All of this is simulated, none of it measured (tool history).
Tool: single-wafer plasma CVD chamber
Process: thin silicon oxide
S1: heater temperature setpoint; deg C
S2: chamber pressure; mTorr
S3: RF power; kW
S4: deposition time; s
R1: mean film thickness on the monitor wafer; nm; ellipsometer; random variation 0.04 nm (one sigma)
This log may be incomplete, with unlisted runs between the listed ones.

| run | hour | S1 | S2 | S3 | S4 | R1 |
|---|---|---|---|---|---|---|
| 1 | 0.0 | 400 | 848 | 0.330 | 8.26 | 16.939 |
| 2 | 0.5 | 400 | 848 | 0.330 | 7.89 | 16.173 |
| 3 | 6.2 | 400 | 843 | 0.330 | 7.89 | 16.064 |
| 4 | 10.0 | 400 | 839 | 0.330 | 7.89 | 15.960 |
| 5 | 11.0 | 400 | 839 | 0.360 | 7.89 | 16.506 |
| 6 | 13.0 | 400 | 832 | 0.360 | 7.89 | 16.374 |
| 7 | 19.8 | 400 | 826 | 0.360 | 7.89 | 16.331 |
|  | 24.2 | thermocouple changed; heater temperature recalibrated |
| 8 | 24.2 | 400 | 820 | 0.360 | 7.89 | 16.294 |

What will run 9 give?
| 9 | 30.1 | 400 | 814 | 0.360 | 7.89 | ? |

R1: 16.199 nm
